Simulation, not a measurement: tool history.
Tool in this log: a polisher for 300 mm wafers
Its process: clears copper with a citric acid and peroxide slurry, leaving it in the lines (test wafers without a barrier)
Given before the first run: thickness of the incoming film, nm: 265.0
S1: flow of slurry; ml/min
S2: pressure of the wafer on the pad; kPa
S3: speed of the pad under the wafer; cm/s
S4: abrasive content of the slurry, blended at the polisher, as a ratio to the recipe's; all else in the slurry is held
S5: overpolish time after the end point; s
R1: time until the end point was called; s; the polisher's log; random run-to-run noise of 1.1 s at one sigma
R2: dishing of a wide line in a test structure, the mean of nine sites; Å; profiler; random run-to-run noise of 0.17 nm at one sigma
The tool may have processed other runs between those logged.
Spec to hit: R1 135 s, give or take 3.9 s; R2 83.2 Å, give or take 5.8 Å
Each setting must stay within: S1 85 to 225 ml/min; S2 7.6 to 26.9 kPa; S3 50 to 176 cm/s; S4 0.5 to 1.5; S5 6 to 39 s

run,hour,S1,S2,S3,S4,S5,R1,R2
1,0,145,17.2,112,1,20,151.58,206.35
2,1.3,150,17.2,114,1,16,146.41,175.92
3,2,150,17.2,114,1.1,16,145.59,174.97
4,3,115,17.2,114,1.1,16,154.08,172.23
5,7.7,115,17.2,88,1.1,16,196.33,135.93
6,16.6,145,19.3,80,1.2,13,178.74,129.61
7,24.9,165,20.7,74,1.3,11,177.09,113.85
8,26.2,180,22.1,70,1.35,10,168.62,108.12
9,26.8,180,22.1,70,1.35,10,166.4,108.54
10,31.1,190,23.4,66,1.4,9,165.23,97.672

Exercise: of the 4 proposed moves below, exactly one satisfies all targets within the stated allowed misses. Which move is it?
A,35.4,185,26.9,64,1.3,6,?,?
B,35.4,175,21.4,56,1.35,15,?,?
C,35.4,135,26.2,78,1.3,6,?,?
D,35.4,225,26.9,64,1.5,6,?,?

move,R1,R2
A,152.4,75.091
B,215.92,123.52
C,135.64,83.364
D,144.06,79.014
A: an improvement on the last run, though not all results are within tolerance
B: its largest miss is bigger than the last run's
C: every result lands within tolerance
D: an improvement on the last run, though not all results are within tolerance
C is the move that brings every result within its allowed miss.

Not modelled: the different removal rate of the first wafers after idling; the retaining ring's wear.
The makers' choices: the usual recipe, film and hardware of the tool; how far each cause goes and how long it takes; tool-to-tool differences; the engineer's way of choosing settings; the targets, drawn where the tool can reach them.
